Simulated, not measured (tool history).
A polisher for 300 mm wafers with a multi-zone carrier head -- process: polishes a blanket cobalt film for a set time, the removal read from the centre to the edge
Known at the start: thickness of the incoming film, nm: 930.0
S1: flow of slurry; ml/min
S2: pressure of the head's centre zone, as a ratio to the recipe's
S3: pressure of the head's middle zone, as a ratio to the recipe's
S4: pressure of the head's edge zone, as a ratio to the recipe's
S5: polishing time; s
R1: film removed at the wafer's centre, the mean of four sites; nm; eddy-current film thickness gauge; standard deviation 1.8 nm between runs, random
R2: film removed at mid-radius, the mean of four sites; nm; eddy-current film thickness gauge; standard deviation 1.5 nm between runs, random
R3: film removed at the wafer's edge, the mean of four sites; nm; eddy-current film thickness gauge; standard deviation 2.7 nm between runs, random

run,hour,S1,S2,S3,S4,S5,R1,R2,R3
1,0.0,255,1.00,1.00,1.00,53,307.20,311.11,306.57
2,4.8,255,1.06,1.00,1.00,53,325.75,309.54,312.92
3,10.6,250,1.03,0.99,1.00,51,299.96,293.62,297.68
4,14.1,245,1.01,0.98,0.98,50,285.41,288.86,283.19
5,22.2,240,0.99,0.96,0.98,49,278.99,280.98,287.49
6,23.1,240,0.98,0.96,0.97,47,269.13,266.88,272.87
7,30.0,190,0.88,1.03,0.92,33,159.48,188.33,181.94

Predict the results of run 8:
8,37.8,205,0.88,1.03,0.93,33,?,?,?

Run 8 produced R1 162.28 nm, R2 190.37 nm, R3 182.13 nm.
